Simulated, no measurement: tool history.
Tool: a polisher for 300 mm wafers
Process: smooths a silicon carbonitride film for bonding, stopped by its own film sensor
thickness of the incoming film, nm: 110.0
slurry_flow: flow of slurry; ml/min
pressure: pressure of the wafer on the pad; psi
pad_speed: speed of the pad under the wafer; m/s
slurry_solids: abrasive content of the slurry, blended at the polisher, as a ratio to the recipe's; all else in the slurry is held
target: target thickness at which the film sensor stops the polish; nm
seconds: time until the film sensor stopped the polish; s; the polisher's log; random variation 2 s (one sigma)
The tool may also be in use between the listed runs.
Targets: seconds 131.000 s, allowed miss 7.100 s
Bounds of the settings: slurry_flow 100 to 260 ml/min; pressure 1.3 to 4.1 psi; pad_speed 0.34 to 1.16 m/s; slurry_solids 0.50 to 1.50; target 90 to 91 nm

| run | hour | slurry_flow | pressure | pad_speed | slurry_solids | target | seconds |
|---|---|---|---|---|---|---|---|
| 1 | 0.0 | 165 | 2.7 | 0.74 | 1.00 | 91 | 94.180 |
| 2 | 2.0 | 165 | 2.7 | 0.84 | 1.00 | 91 | 85.133 |
| 3 | 9.9 | 165 | 2.7 | 0.84 | 1.00 | 91 | 84.851 |
| 4 | 11.0 | 165 | 2.7 | 0.66 | 1.00 | 91 | 104.800 |
| 5 | 19.9 | 165 | 2.7 | 0.66 | 1.00 | 90 | 112.670 |
| 6 | 26.9 | 165 | 2.7 | 0.66 | 1.00 | 91 | 105.530 |
| 7 | 33.6 | 165 | 2.6 | 0.66 | 1.00 | 91 | 110.130 |
| 8 | 39.0 | 165 | 2.5 | 0.66 | 1.00 | 91 | 109.710 |
| 9 | 40.1 | 165 | 2.4 | 0.66 | 1.00 | 91 | 115.570 |
| 10 | 48.2 | 165 | 2.4 | 0.66 | 1.00 | 91 | 115.720 |
| 11 | 51.4 | 165 | 2.3 | 0.66 | 1.00 | 91 | 120.740 |

Which of these 5 next moves meets every target?
| A | 54.6 | 145 | 2.1 | 0.80 | 0.90 | 91 | ? |
| B | 54.6 | 105 | 3.2 | 0.50 | 1.00 | 91 | ? |
| C | 54.6 | 165 | 2.5 | 0.78 | 0.75 | 90 | ? |
| D | 54.6 | 115 | 2.4 | 0.80 | 1.10 | 91 | ? |
| E | 54.6 | 145 | 2.0 | 0.72 | 1.00 | 91 | ? |

| move | seconds |
|---|---|
| A | 117.800 |
| B | 120.620 |
| C | 114.950 |
| D | 101.130 |
| E | 128.020 |
A: further off than the last run
B: as far off as the last run
C: further off than the last run
D: further off than the last run
E: meets every target
The right move is E.
